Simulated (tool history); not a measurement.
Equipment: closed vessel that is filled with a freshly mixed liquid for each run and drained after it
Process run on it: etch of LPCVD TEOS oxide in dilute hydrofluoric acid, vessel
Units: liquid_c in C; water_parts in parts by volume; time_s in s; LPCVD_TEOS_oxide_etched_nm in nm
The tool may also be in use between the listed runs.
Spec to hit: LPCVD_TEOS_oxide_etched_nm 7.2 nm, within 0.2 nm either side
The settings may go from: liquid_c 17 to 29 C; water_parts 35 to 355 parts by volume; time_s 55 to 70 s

run  hour  liquid_c  water_parts  time_s  LPCVD_TEOS_oxide_etched_nm
  1     0        21          195      70                      5.5705
  2   3.9      17.5          195      70                      4.8228
  3  12.7        20          195      70                      5.4169
  4  14.3        22          195      70                      5.7808
  5  20.8        20          195      70                      5.3862
  6  26.1        20          235      70                      4.2952
  7  30.8      22.5          225      70                      4.9701
  8  33.9        24          220      70                      5.3777
  9  38.4      25.5          215      70                       5.842
 10  44.6      26.5          210      70                      6.2912
 11  49.2        27          210      70                       6.377
 12  54.6        27          210      70                      6.3965
 13  61.5      27.5          210      70                      6.4211
 14  68.1        28          205      70                      6.8253

Pick the move, out of 4, that brings all results within their allowed miss; only one does.
  A  74.7        28          160      55                           ?
  B  74.7        26          195      70                           ?
  C  74.7        29          215      65                           ?
  D  74.7        28          215      70                           ?

move  LPCVD_TEOS_oxide_etched_nm
   A                      7.2251
   B                      6.7318
   C                      6.1611
   D                      6.4082
A: every result lands within tolerance
B: the biggest miss grows against the last run
C: the biggest miss grows against the last run
D: the biggest miss grows against the last run
A meets every target.
